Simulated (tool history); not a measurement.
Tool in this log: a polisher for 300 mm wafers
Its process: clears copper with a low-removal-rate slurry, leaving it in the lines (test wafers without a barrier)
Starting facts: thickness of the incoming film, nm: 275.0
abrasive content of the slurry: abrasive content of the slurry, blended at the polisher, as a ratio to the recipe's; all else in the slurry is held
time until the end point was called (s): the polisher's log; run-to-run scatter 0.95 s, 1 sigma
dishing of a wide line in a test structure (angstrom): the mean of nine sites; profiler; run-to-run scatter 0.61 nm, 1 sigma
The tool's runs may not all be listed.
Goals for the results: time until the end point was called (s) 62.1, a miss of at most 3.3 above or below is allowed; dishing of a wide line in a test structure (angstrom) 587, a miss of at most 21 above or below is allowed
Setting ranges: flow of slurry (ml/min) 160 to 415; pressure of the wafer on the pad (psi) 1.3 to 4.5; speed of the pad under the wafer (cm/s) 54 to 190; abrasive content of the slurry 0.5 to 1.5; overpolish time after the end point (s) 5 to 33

run,hour,flow of slurry (ml/min),pressure of the wafer on the pad (psi),speed of the pad under the wafer (cm/s),abrasive content of the slurry,overpolish time after the end point (s),time until the end point was called (s),dishing of a wide line in a test structure (angstrom)
1,0,265,2.9,122,1,17,65.789,480.59
2,8.7,265,2.9,122,1,14,67.251,413.31
3,11.9,265,2.9,122,0.8,14,69.432,379.03
4,17.1,265,2.9,122,0.8,18,72.185,487.84
5,25.2,265,2.6,122,0.8,18,78.062,444.56
6,33.5,265,2.6,122,0.8,24,76.101,569.5
7,41,265,2.6,122,0.8,24,76.271,572.57
8,49.8,270,2.7,122,0.8,23,73.442,568.94
9,56.6,280,2.8,122,0.8,22,71.633,557.92
10,58,280,2.9,122,0.8,22,72.202,573.14
11,64.6,275,3,124,0.8,21,68.409,577.53
12,72.7,275,3.1,124,0.8,20,66.975,556.69

Below are 5 possible settings for the next run. Only one of them brings all results inside the allowed miss of their targets. Which is it?
A,80.8,380,3.1,112,0.75,24,?,?
B,80.8,255,3.8,88,0.85,23,?,?
C,80.8,270,3.1,124,0.75,18,?,?
D,80.8,240,1.8,190,0.9,19,?,?
E,80.8,355,3.1,122,0.95,20,?,?

move,time until the end point was called (s),dishing of a wide line in a test structure (angstrom)
A,73.747,596.62
B,75.252,572.24
C,69.154,493.63
D,67.238,513.63
E,63.453,580.92
A: misses by more than the last run did
B: misses by more than the last run did
C: misses by more than the last run did
D: misses by more than the last run did
E: hits every target within its allowed miss
The move that meets every target is E.
